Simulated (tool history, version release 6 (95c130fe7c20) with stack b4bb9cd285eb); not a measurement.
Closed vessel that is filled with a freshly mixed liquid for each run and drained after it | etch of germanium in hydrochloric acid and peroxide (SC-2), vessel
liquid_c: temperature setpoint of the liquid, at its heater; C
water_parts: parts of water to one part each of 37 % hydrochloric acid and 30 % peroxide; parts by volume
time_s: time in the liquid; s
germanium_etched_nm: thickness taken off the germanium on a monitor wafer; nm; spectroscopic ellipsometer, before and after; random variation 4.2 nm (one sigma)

run 1 hour=0.0 | liquid_c=64.0 water_parts=10.5 time_s=95 | germanium_etched_nm=319.79
run 2 hour=7.1 | liquid_c=66.0 water_parts=10.0 time_s=95 | germanium_etched_nm=339.94
run 3 hour=11.7 | liquid_c=67.5 water_parts=9.5 time_s=95 | germanium_etched_nm=354.46
run 4 hour=14.3 | liquid_c=61.5 water_parts=9.5 time_s=95 | germanium_etched_nm=303.75
run 5 hour=18.2 | liquid_c=64.5 water_parts=9.0 time_s=95 | germanium_etched_nm=330.90
run 6 hour=21.2 | liquid_c=66.5 water_parts=8.5 time_s=95 | germanium_etched_nm=351.26
run 7 hour=23.7 | liquid_c=68.0 water_parts=8.0 time_s=95 | germanium_etched_nm=373.39

The next listed run, before its measurement:
run 8 hour=29.1 | liquid_c=69.0 water_parts=8.0 time_s=95 | germanium_etched_nm=?

Run 8 gave germanium_etched_nm 372.74 nm.
